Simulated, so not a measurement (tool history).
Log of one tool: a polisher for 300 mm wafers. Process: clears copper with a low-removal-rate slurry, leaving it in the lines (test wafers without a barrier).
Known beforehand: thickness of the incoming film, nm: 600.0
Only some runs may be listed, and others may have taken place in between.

run,hour,flow of slurry (ml/min),pressure of the wafer on the pad (psi),speed of the pad under the wafer (m/s),abrasive content of the slurry,overpolish time after the end point (s),time until the end point was called (s),dishing of a wide line in a test structure (angstrom)
1,0.0,265,3.8,1.06,1.0,28,169.36,477.59
2,2.7,265,3.8,1.06,1.0,24,164.91,441.68
3,8.8,265,3.2,1.06,1.0,24,202.73,408.99
4,13.8,265,3.8,1.06,1.0,24,173.65,440.34
5,18.0,265,3.8,1.06,1.0,15,176.90,315.15
6,19.4,315,3.8,1.06,1.0,15,169.97,318.10

What will run 7 give?
# hour 24.7: worn pad replaced by a new one
7,24.7,340,4.2,1.02,1.0,13,?,?

{"run 7": {"time until the end point was called (s)": 147.76, "dishing of a wide line in a test structure (angstrom)": 327.53}}

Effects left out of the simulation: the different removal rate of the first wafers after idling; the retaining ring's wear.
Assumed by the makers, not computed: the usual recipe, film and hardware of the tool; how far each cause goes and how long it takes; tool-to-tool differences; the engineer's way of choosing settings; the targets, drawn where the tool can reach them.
